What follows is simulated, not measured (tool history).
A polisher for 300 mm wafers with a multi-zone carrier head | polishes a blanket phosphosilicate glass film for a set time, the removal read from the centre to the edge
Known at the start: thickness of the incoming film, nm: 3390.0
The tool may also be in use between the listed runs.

run	day	flow of slurry (ml/min)	pressure of the head's centre zone	pressure of the head's middle zone	pressure of the head's edge zone	abrasive content of the slurry	polishing time (s)	film removed at the wafer's centre (nm)	film removed at mid-radius (nm)	film removed at the wafer's edge (nm)
1	0.000	225	1.00	1.00	1.00	1.0	72	919.11	895.33	922.13
2	0.304	225	1.00	0.94	1.00	1.0	72	916.71	854.94	927.91
3	0.371	225	1.00	0.94	0.94	1.0	72	908.07	842.33	897.55
4	0.446	220	0.99	0.94	0.92	0.9	70	823.93	783.11	823.40
5	0.683	220	0.99	0.94	0.90	0.8	69	760.77	723.75	739.11
6	0.817	220	0.99	0.94	0.90	0.7	69	703.84	665.34	676.19
7	0.925	175	0.90	0.89	0.81	0.6	69	575.84	562.02	570.97

Run 8 comes next. What will it give?
8	1.188	185	0.90	0.89	0.82	0.6	69	?	?	?

{"run 8": {"film removed at the wafer's centre (nm)": 583.52, "film removed at mid-radius (nm)": 566.63, "film removed at the wafer's edge (nm)": 583.74}}
